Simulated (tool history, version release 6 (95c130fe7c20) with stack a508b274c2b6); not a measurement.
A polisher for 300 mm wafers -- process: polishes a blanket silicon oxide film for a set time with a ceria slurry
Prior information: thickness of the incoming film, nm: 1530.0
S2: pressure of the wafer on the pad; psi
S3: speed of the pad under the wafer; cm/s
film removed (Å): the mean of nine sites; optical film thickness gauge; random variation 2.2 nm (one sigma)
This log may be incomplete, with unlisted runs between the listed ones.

{"run": 1, "hour": 0.0, "flow of slurry (ml/min)": 180, "S2": 2.3, "S3": 102, "polishing time (s)": 108, "film removed (Å)": 2967.4}
{"run": 2, "hour": 2.5, "flow of slurry (ml/min)": 180, "S2": 2.2, "S3": 102, "polishing time (s)": 108, "film removed (Å)": 2870.9}
{"run": 3, "hour": 4.3, "flow of slurry (ml/min)": 180, "S2": 2.2, "S3": 120, "polishing time (s)": 108, "film removed (Å)": 3336.2}
{"run": 4, "hour": 6.3, "flow of slurry (ml/min)": 180, "S2": 2.1, "S3": 120, "polishing time (s)": 108, "film removed (Å)": 3157}
{"run": 5, "hour": 12.4, "flow of slurry (ml/min)": 180, "S2": 2.5, "S3": 120, "polishing time (s)": 108, "film removed (Å)": 3739.4}
{"run": 6, "hour": 15.7, "flow of slurry (ml/min)": 180, "S2": 2.4, "S3": 120, "polishing time (s)": 108, "film removed (Å)": 3575.8}
{"run": 7, "hour": 22.2, "flow of slurry (ml/min)": 180, "S2": 2.3, "S3": 120, "polishing time (s)": 108, "film removed (Å)": 3458.6}
{"run": 8, "hour": 28.4, "flow of slurry (ml/min)": 180, "S2": 2.2, "S3": 120, "polishing time (s)": 108, "film removed (Å)": 3273}

Forecast run 9:
{"run": 9, "hour": 33.9, "flow of slurry (ml/min)": 165, "S2": 1.6, "S3": 118, "polishing time (s)": 108, "film removed (Å)": "?"}

Logged for run 9: film removed (Å) 2428.5.
